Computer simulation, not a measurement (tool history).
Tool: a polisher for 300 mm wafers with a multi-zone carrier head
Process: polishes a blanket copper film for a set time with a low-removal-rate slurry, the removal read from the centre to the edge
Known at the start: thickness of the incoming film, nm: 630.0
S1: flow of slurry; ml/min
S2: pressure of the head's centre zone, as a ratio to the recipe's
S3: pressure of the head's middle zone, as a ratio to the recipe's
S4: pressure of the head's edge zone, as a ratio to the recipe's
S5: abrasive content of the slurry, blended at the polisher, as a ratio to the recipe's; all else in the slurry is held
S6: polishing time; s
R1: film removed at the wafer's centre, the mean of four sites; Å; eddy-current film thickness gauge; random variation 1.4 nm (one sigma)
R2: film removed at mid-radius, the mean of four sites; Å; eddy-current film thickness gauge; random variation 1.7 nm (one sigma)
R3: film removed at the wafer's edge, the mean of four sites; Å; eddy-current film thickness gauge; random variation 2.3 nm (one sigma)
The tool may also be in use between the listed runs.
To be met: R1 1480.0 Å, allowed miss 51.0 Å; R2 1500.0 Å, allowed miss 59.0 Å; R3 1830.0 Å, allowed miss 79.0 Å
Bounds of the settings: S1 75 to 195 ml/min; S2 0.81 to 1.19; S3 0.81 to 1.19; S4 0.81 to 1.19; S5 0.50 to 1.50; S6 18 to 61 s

{"run": 1, "hour": 0.0, "S1": 125, "S2": 1.0, "S3": 1.0, "S4": 1.0, "S5": 1.0, "S6": 39, "R1": 1794.6, "R2": 1849.3, "R3": 2019.4}
{"run": 2, "hour": 8.7, "S1": 125, "S2": 1.0, "S3": 1.07, "S4": 1.0, "S5": 1.0, "S6": 39, "R1": 1800.8, "R2": 1986.6, "R3": 1985.0}
{"run": 3, "hour": 10.7, "S1": 120, "S2": 0.99, "S3": 1.04, "S4": 0.99, "S5": 0.95, "S6": 39, "R1": 1735.7, "R2": 1878.2, "R3": 1930.9}
{"run": 4, "hour": 11.8, "S1": 115, "S2": 0.98, "S3": 1.01, "S4": 0.99, "S5": 0.95, "S6": 39, "R1": 1712.8, "R2": 1791.3, "R3": 1914.2}
{"run": 5, "hour": 13.6, "S1": 115, "S2": 0.98, "S3": 0.98, "S4": 0.99, "S5": 0.95, "S6": 39, "R1": 1699.7, "R2": 1745.1, "R3": 1926.2}
{"run": 6, "hour": 15.5, "S1": 110, "S2": 0.97, "S3": 0.97, "S4": 0.99, "S5": 0.95, "S6": 39, "R1": 1618.9, "R2": 1715.2, "R3": 1875.0}
{"run": 7, "hour": 23.4, "S1": 75, "S2": 0.98, "S3": 0.87, "S4": 1.07, "S5": 0.95, "S6": 39, "R1": 1268.3, "R2": 1283.5, "R3": 1733.0}
{"run": 8, "hour": 30.9, "S1": 110, "S2": 0.98, "S3": 0.92, "S4": 1.05, "S5": 0.85, "S6": 38, "R1": 1557.9, "R2": 1554.2, "R3": 1890.1}
{"hour": 34.8, "done": "slurry nozzle cleaned"}
{"run": 9, "hour": 34.8, "S1": 110, "S2": 0.98, "S3": 0.92, "S4": 1.05, "S5": 0.85, "S6": 38, "R1": 1856.7, "R2": 1828.5, "R3": 2038.4}
{"run": 10, "hour": 42.5, "S1": 105, "S2": 0.98, "S3": 0.92, "S4": 1.05, "S5": 0.85, "S6": 38, "R1": 1841.5, "R2": 1818.7, "R3": 2008.6}
{"run": 11, "hour": 47.8, "S1": 105, "S2": 0.98, "S3": 0.92, "S4": 1.05, "S5": 0.85, "S6": 38, "R1": 1851.3, "R2": 1792.4, "R3": 2027.7}
{"run": 12, "hour": 56.1, "S1": 80, "S2": 0.88, "S3": 0.82, "S4": 1.02, "S5": 0.6, "S6": 37, "R1": 1321.6, "R2": 1336.3, "R3": 1669.8}

5 next moves are on the table. One of them brings every result within its allowed miss. Which?
{"run": "A", "hour": 64.4, "S1": 95, "S2": 0.95, "S3": 0.85, "S4": 0.88, "S5": 0.5, "S6": 40, "R1": "?", "R2": "?", "R3": "?"}
{"run": "B", "hour": 64.4, "S1": 85, "S2": 0.88, "S3": 0.85, "S4": 1.03, "S5": 0.5, "S6": 42, "R1": "?", "R2": "?", "R3": "?"}
{"run": "C", "hour": 64.4, "S1": 80, "S2": 0.89, "S3": 0.84, "S4": 1.0, "S5": 0.65, "S6": 32, "R1": "?", "R2": "?", "R3": "?"}
{"run": "D", "hour": 64.4, "S1": 115, "S2": 0.92, "S3": 0.91, "S4": 0.95, "S5": 0.55, "S6": 35, "R1": "?", "R2": "?", "R3": "?"}
{"run": "E", "hour": 64.4, "S1": 110, "S2": 0.89, "S3": 0.81, "S4": 1.02, "S5": 0.5, "S6": 37, "R1": "?", "R2": "?", "R3": "?"}

move=A R1=1599.7 R2=1507.1 R3=1698.3
move=B R1=1498.0 R2=1519.6 R3=1870.0
move=C R1=1196.0 R2=1195.1 R3=1477.0
move=D R1=1492.2 R2=1515.4 R3=1639.5
move=E R1=1473.5 R2=1403.3 R3=1737.9
A: takes the result that was furthest off past its target
B: meets every target
C: further off than the last run
D: brings the result that was furthest off to its target, and leaves another outside
E: brings the result that was furthest off to its target, and leaves another outside
Move B is the one to make.

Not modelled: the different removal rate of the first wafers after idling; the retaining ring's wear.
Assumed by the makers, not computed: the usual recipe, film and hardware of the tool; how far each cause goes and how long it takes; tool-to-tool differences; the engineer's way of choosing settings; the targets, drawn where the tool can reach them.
